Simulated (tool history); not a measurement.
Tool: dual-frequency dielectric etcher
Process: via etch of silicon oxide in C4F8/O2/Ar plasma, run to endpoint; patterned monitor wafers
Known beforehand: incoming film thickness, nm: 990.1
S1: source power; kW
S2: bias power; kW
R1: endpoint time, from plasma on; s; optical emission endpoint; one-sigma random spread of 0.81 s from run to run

run	hour	S1	S2	R1
1	0	2.36	1.879	167.54
2	2.7	2.51	1.903	164.07
3	7.8	2.51	2.019	163.01
4	13.3	2.29	2.019	168.64
5	15.1	2.46	2.054	162.08
6	19.5	2.46	1.739	169.96
7	21.1	2.93	1.849	158.87
# hour 29.9: wet clean of the chamber
8	29.9	3.01	1.877	160.89

Run 9 is up next; what results do you expect?
9	34.6	3.09	1.973	?

{"run 9": {"R1": 159.82}}

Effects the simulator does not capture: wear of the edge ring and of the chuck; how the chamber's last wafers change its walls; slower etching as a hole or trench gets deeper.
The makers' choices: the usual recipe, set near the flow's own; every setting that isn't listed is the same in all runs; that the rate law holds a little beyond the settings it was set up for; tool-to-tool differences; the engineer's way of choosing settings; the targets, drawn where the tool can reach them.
